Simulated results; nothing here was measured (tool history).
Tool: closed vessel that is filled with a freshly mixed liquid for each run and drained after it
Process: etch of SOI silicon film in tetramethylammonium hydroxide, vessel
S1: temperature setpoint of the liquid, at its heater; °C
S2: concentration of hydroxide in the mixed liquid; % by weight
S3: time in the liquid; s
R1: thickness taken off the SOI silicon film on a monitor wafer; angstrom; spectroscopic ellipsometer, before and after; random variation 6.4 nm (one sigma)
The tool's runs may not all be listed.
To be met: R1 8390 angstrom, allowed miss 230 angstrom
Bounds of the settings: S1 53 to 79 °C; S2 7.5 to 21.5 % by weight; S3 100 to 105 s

run,hour,S1,S2,S3,R1
1,0,66,14.5,100,4679.6
2,3.6,66,14.5,100,4659.7
3,6.2,66,14.5,105,4879.6
4,10.1,67,14.5,105,5204.5
5,12,68,14.5,105,5523.1
6,18.3,68,14.5,100,5210.1
7,23.1,69,14.5,100,5591.5
8,30.2,70,14.5,100,5890.9
9,36.9,70.5,14.5,100,6067.5
10,44.8,71,14.5,100,6302.6
11,52.4,71.5,14.5,100,6517.6
12,55,72,14.5,100,6702.3
13,58,72.5,14.5,100,6882.5
# hour 59.1: thermometer replaced
14,59.1,72.5,14.5,100,7899.1
15,61.5,72.5,14.5,100,7833.9
16,69.5,73,14.5,100,8081.2

Which of these 4 next moves meets every target?
A,77.5,74.5,16,105,?
B,77.5,73.5,14.5,105,?
C,77.5,74,15.5,100,?
D,77.5,74.5,17,105,?

move,R1
A,8997.5
B,8842.2
C,8416.7
D,8803.9
A: takes the result that was furthest off past its target
B: takes the result that was furthest off past its target
C: meets every target
D: takes the result that was furthest off past its target
Move C is the one to make.

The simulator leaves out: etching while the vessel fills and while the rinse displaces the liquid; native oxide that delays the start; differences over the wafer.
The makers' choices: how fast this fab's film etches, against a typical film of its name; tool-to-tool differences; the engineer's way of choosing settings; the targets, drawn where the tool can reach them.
